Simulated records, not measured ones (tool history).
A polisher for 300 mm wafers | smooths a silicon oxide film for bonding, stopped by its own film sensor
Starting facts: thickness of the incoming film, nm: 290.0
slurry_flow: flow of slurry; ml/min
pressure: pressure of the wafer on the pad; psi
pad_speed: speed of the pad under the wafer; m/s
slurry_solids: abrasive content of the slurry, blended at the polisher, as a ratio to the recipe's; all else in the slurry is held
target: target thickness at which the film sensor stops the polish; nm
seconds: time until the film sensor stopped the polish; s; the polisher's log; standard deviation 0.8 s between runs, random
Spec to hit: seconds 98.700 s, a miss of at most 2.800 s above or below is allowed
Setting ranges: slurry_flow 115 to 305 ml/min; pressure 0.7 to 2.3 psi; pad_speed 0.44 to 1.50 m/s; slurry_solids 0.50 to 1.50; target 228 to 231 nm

Run 1, hour 0.0: slurry_flow 195 ml/min, pressure 1.5 psi, pad_speed 0.96 m/s, slurry_solids 1.00, target 231 nm. Result: seconds 86.105 s.
Run 2, hour 1.8: slurry_flow 190 ml/min, pressure 1.5 psi, pad_speed 0.96 m/s, slurry_solids 1.00, target 231 nm. Result: seconds 84.325 s.
Run 3, hour 6.1: slurry_flow 190 ml/min, pressure 1.5 psi, pad_speed 1.18 m/s, slurry_solids 1.00, target 231 nm. Result: seconds 72.834 s.
Run 4, hour 14.8: slurry_flow 190 ml/min, pressure 1.5 psi, pad_speed 1.18 m/s, slurry_solids 1.10, target 231 nm. Result: seconds 71.233 s.
Run 5, hour 16.7: slurry_flow 190 ml/min, pressure 1.2 psi, pad_speed 1.18 m/s, slurry_solids 1.10, target 231 nm. Result: seconds 87.177 s.
Run 6, hour 25.0: slurry_flow 185 ml/min, pressure 1.2 psi, pad_speed 1.18 m/s, slurry_solids 1.10, target 231 nm. Result: seconds 88.533 s.
Run 7, hour 32.7: slurry_flow 180 ml/min, pressure 1.2 psi, pad_speed 1.18 m/s, slurry_solids 1.10, target 231 nm. Result: seconds 86.759 s.
Run 8, hour 37.7: slurry_flow 180 ml/min, pressure 1.1 psi, pad_speed 1.18 m/s, slurry_solids 1.10, target 231 nm. Result: seconds 96.677 s.

4 next moves are on the table. One of them brings every result within its allowed miss. Which?
Run A, hour 42.7: slurry_flow 180 ml/min, pressure 1.0 psi, pad_speed 1.28 m/s, slurry_solids 1.25, target 231 nm. Result: seconds ?.
Run B, hour 42.7: slurry_flow 240 ml/min, pressure 1.3 psi, pad_speed 1.08 m/s, slurry_solids 0.90, target 230 nm. Result: seconds ?.
Run C, hour 42.7: slurry_flow 135 ml/min, pressure 1.1 psi, pad_speed 1.16 m/s, slurry_solids 1.20, target 231 nm. Result: seconds ?.
Run D, hour 42.7: slurry_flow 175 ml/min, pressure 1.2 psi, pad_speed 1.20 m/s, slurry_solids 0.95, target 231 nm. Result: seconds ?.

move  seconds
   A   92.407
   B   92.376
   C   96.742
   D   92.565
A: the biggest miss grows against the last run
B: the biggest miss grows against the last run
C: all results in spec
D: the biggest miss grows against the last run
Answer: C
